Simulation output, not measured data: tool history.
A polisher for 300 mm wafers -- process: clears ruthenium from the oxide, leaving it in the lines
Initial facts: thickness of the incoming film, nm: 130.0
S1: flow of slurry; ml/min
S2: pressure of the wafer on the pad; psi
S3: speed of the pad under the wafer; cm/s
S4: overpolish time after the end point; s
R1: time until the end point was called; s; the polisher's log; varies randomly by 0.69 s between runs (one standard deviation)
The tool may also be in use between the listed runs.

Run 1, hour 0.0: S1 310 ml/min, S2 2.3 psi, S3 124 cm/s, S4 22 s. Result: R1 85.260 s.
Run 2, hour 4.9: S1 310 ml/min, S2 2.3 psi, S3 124 cm/s, S4 24 s. Result: R1 85.130 s.
Run 3, hour 8.7: S1 255 ml/min, S2 2.3 psi, S3 124 cm/s, S4 24 s. Result: R1 88.007 s.
Run 4, hour 16.3: S1 260 ml/min, S2 2.5 psi, S3 126 cm/s, S4 24 s. Result: R1 79.124 s.
Run 5, hour 22.0: S1 260 ml/min, S2 2.2 psi, S3 126 cm/s, S4 24 s. Result: R1 88.548 s.
Run 6, hour 28.0: S1 300 ml/min, S2 2.2 psi, S3 126 cm/s, S4 24 s. Result: R1 85.074 s.
Run 7, hour 34.2: S1 310 ml/min, S2 2.5 psi, S3 128 cm/s, S4 24 s. Result: R1 75.895 s.

Run 8 has not been measured yet. What should we expect?
Run 8, hour 36.7: S1 310 ml/min, S2 2.7 psi, S3 130 cm/s, S4 24 s. Result: R1 ?.

R1: 70.492 s
